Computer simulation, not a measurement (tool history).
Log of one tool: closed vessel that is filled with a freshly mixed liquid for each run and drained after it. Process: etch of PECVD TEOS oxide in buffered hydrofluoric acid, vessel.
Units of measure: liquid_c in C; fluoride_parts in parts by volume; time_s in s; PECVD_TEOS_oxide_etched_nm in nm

run,hour,liquid_c,fluoride_parts,time_s,PECVD_TEOS_oxide_etched_nm
1,0,23,19,100,135.67
2,6.3,23,19,105,142.66
3,10.5,24,18.5,105,155.3
4,19,25,18,105,165.54
5,27.3,26.5,18,105,179.44
6,34.2,26.5,18,105,183.66

The next listed run, before its measurement:
7,38.6,27,18,105,?

Logged for run 7: PECVD_TEOS_oxide_etched_nm 185.41 nm.

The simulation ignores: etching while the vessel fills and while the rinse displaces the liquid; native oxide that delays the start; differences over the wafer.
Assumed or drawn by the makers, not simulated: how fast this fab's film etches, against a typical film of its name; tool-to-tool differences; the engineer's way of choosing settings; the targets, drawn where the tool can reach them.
